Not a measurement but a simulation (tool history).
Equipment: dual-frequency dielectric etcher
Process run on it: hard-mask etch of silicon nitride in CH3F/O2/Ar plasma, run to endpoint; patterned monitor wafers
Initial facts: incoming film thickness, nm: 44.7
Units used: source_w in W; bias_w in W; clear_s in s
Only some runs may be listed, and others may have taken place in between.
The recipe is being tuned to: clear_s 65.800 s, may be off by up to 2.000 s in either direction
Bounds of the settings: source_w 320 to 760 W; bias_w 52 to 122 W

run  hour  source_w  bias_w  clear_s
  1   0.0       540      87   54.665
  2   1.8       500      87   57.022
  3   5.2       500      74   59.105
  4   9.6       500      62   62.577
  5  16.8       490      61   62.729
  6  20.4       550      61   60.453
  7  24.4       530      60   60.461
  8  26.2       510      59   62.988
  9  35.1       500      58   63.400

Which of these 4 next moves meets every target?
  A  44.0       480      72        ?
  B  44.0       420      52        ?
  C  44.0       540      61        ?
  D  44.0       440      60        ?

move  clear_s
   A   60.183
   B   69.385
   C   60.015
   D   65.575
A: the biggest miss grows against the last run
B: pushes the last run's worst result past its target
C: the biggest miss grows against the last run
D: all results in spec
The right move is D.
